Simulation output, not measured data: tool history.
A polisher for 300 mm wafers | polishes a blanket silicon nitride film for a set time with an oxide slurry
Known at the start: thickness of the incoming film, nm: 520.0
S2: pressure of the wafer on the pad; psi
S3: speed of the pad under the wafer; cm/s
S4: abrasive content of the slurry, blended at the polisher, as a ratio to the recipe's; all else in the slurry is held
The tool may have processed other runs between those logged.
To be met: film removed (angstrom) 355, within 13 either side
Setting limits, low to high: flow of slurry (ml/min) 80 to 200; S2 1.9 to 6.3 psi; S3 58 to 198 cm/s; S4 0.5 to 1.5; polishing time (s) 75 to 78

run 1 day=0 | flow_of_slurry_(ml/min)=130 S2=4.1 S3=128 S4=1 polishing_time_(s)=75 | film_removed_(angstrom)=678.8
run 2 day=0.188 | flow_of_slurry_(ml/min)=130 S2=3.2 S3=128 S4=1 polishing_time_(s)=75 | film_removed_(angstrom)=571
run 3 day=0.225 | flow_of_slurry_(ml/min)=130 S2=3.1 S3=124 S4=1 polishing_time_(s)=75 | film_removed_(angstrom)=525.38
run 4 day=0.371 | flow_of_slurry_(ml/min)=130 S2=3.1 S3=124 S4=1.15 polishing_time_(s)=75 | film_removed_(angstrom)=578.5
run 5 day=0.671 | flow_of_slurry_(ml/min)=130 S2=3.1 S3=124 S4=1.05 polishing_time_(s)=75 | film_removed_(angstrom)=554.74
run 6 day=0.754 | flow_of_slurry_(ml/min)=110 S2=3.1 S3=124 S4=1.05 polishing_time_(s)=75 | film_removed_(angstrom)=533.92
run 7 day=1.008 | flow_of_slurry_(ml/min)=110 S2=3 S3=122 S4=1.05 polishing_time_(s)=75 | film_removed_(angstrom)=510.96
run 8 day=1.038 | flow_of_slurry_(ml/min)=110 S2=2.9 S3=120 S4=1.05 polishing_time_(s)=75 | film_removed_(angstrom)=491.72
run 9 day=1.271 | flow_of_slurry_(ml/min)=110 S2=2.8 S3=118 S4=1.05 polishing_time_(s)=75 | film_removed_(angstrom)=477.47
run 10 day=1.308 | flow_of_slurry_(ml/min)=110 S2=2.7 S3=116 S4=1.05 polishing_time_(s)=75 | film_removed_(angstrom)=461.63
run 11 day=1.638 | flow_of_slurry_(ml/min)=110 S2=2.6 S3=114 S4=1.05 polishing_time_(s)=75 | film_removed_(angstrom)=438.71
run 12 day=1.696 | flow_of_slurry_(ml/min)=110 S2=2.5 S3=114 S4=1.05 polishing_time_(s)=75 | film_removed_(angstrom)=427.46
run 13 day=1.921 | flow_of_slurry_(ml/min)=110 S2=2.4 S3=114 S4=1.05 polishing_time_(s)=75 | film_removed_(angstrom)=419.78
run 14 day=1.992 | flow_of_slurry_(ml/min)=110 S2=2.3 S3=114 S4=1.05 polishing_time_(s)=75 | film_removed_(angstrom)=404.94
run 15 day=2.083 | flow_of_slurry_(ml/min)=105 S2=2.1 S3=112 S4=1.05 polishing_time_(s)=75 | film_removed_(angstrom)=369
run 16 day=2.412 | flow_of_slurry_(ml/min)=105 S2=2.1 S3=112 S4=1.05 polishing_time_(s)=75 | film_removed_(angstrom)=373.85

5 next moves are on the table. One of them brings every result within its allowed miss. Which?
run A day=2.742 | flow_of_slurry_(ml/min)=105 S2=2 S3=124 S4=1.1 polishing_time_(s)=76 | film_removed_(angstrom)=?
run B day=2.742 | flow_of_slurry_(ml/min)=120 S2=2.2 S3=96 S4=1.35 polishing_time_(s)=78 | film_removed_(angstrom)=?
run C day=2.742 | flow_of_slurry_(ml/min)=110 S2=2.3 S3=86 S4=1.2 polishing_time_(s)=78 | film_removed_(angstrom)=?
run D day=2.742 | flow_of_slurry_(ml/min)=95 S2=2.3 S3=108 S4=1.15 polishing_time_(s)=76 | film_removed_(angstrom)=?
run E day=2.742 | flow_of_slurry_(ml/min)=95 S2=2.5 S3=102 S4=1.15 polishing_time_(s)=75 | film_removed_(angstrom)=?

move=A film_removed_(angstrom)=404.42
move=B film_removed_(angstrom)=407.2
move=C film_removed_(angstrom)=356.93
move=D film_removed_(angstrom)=392.59
move=E film_removed_(angstrom)=391.04
A: misses by more than the last run did
B: misses by more than the last run did
C: all results land within tolerance of their targets
D: misses by more than the last run did
E: misses by more than the last run did
The move that meets every target is C.

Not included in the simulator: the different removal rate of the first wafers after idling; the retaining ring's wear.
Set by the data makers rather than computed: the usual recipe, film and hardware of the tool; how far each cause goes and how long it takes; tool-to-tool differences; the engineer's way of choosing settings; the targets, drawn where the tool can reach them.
